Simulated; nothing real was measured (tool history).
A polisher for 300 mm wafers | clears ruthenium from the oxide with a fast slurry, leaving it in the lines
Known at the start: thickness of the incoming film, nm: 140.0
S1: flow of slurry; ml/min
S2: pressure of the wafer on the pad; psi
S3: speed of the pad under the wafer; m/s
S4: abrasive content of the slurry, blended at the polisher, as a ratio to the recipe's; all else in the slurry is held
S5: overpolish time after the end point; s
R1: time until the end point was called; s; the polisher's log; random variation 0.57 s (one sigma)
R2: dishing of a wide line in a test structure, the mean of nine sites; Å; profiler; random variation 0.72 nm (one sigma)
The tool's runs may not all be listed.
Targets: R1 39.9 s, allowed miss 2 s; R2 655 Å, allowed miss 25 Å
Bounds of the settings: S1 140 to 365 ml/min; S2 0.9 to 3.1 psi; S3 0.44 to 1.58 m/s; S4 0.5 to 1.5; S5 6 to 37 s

run	hour	S1	S2	S3	S4	S5	R1	R2
1	0	235	2	1	1	19	44.254	445.97
2	4.3	235	2	1	1	20	43.232	461.26
3	13.2	235	2	1	1	21	44.205	482.3
4	21.5	235	1.8	1	1	21	47.17	428.93
5	25.8	235	2.1	1	1	21	41.695	505.03
6	34.1	235	2.1	1	1	22	41.44	517.38
7	36.9	235	2.1	1	1	23	42.556	538.09
8	42.3	235	2.2	1	1	25	40.032	589.8

5 next moves are on the table. One of them brings every result within its allowed miss. Which?
A	47.7	225	1.7	1.12	1.2	23	?	?
B	47.7	245	2.2	0.96	1.05	28	?	?
C	47.7	280	2.3	0.96	0.9	23	?	?
D	47.7	220	2.2	1.06	0.95	22	?	?
E	47.7	270	2.2	1.02	1	23	?	?

move	R1	R2
A	41.606	537.94
B	40.157	653.15
C	41.801	535.79
D	39.332	543.35
E	38.558	573.78
A: further off than the last run
B: meets every target
C: further off than the last run
D: further off than the last run
E: further off than the last run
Answer: B
